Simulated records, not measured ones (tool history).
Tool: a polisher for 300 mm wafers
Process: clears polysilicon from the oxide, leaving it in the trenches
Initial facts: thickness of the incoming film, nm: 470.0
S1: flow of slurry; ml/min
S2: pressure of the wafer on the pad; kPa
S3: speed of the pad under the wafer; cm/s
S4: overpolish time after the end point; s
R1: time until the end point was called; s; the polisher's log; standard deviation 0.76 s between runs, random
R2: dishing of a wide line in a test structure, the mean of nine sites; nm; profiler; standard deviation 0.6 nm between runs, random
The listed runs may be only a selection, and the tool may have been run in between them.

| run | day | S1 | S2 | S3 | S4 | R1 | R2 |
|---|---|---|---|---|---|---|---|
| 1 | 0 | 160 | 18.6 | 116 | 19 | 30.693 | 50.76 |
| 2 | 0.242 | 160 | 18.6 | 92 | 19 | 37.925 | 49.023 |
| 3 | 0.475 | 130 | 18.6 | 92 | 19 | 39.209 | 48.072 |
| 4 | 0.521 | 100 | 18.6 | 92 | 19 | 41.594 | 48.66 |
| 5 | 0.85 | 120 | 17.9 | 82 | 16 | 46.181 | 46.889 |
| 6 | 0.992 | 120 | 20 | 82 | 16 | 42.087 | 49.151 |
| 7 | 1.129 | 120 | 17.2 | 84 | 18 | 46.687 | 48.056 |
| 8 | 1.342 | 105 | 12.4 | 102 | 9 | 51.93 | 38.843 |
| 9 | 1.375 | 105 | 11.7 | 102 | 10 | 54.883 | 39.453 |

The next listed run, before its measurement:
| 10 | 1.592 | 105 | 10.3 | 96 | 6 | ? | ? |

R1: 64.687 s
R2: 28.427 nm

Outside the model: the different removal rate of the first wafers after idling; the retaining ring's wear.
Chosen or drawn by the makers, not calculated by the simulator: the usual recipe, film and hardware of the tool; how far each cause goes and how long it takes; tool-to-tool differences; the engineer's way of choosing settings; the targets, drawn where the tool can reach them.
